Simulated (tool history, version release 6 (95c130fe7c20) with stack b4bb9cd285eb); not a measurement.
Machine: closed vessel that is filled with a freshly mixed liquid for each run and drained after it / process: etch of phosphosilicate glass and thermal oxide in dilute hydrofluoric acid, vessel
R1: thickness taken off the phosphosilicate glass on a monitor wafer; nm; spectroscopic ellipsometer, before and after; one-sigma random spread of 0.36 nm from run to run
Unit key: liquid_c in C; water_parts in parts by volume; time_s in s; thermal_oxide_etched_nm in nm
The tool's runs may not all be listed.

Run 1, hour 0.0: liquid_c 23.0 C, water_parts 60 parts by volume, time_s 60 s. Result: R1 92.431 nm, thermal_oxide_etched_nm 5.0294 nm.
Run 2, hour 2.2: liquid_c 22.0 C, water_parts 65 parts by volume, time_s 60 s. Result: R1 80.287 nm, thermal_oxide_etched_nm 4.4928 nm.
Run 3, hour 4.5: liquid_c 22.0 C, water_parts 70 parts by volume, time_s 60 s. Result: R1 73.649 nm, thermal_oxide_etched_nm 4.1030 nm.
Run 4, hour 12.3: liquid_c 21.5 C, water_parts 75 parts by volume, time_s 60 s. Result: R1 67.256 nm, thermal_oxide_etched_nm 3.7907 nm.
Run 5, hour 14.6: liquid_c 21.5 C, water_parts 75 parts by volume, time_s 50 s. Result: R1 55.696 nm, thermal_oxide_etched_nm 3.1077 nm.
Run 6, hour 21.0: liquid_c 21.5 C, water_parts 85 parts by volume, time_s 50 s. Result: R1 49.627 nm, thermal_oxide_etched_nm 2.7519 nm.

Estimate the outcome of run 7 from the log above:
Run 7, hour 30.3: liquid_c 21.0 C, water_parts 85 parts by volume, time_s 50 s. Result: R1 ?, thermal_oxide_etched_nm ?.

Run 7 gave R1 47.082 nm, thermal_oxide_etched_nm 2.6531 nm.
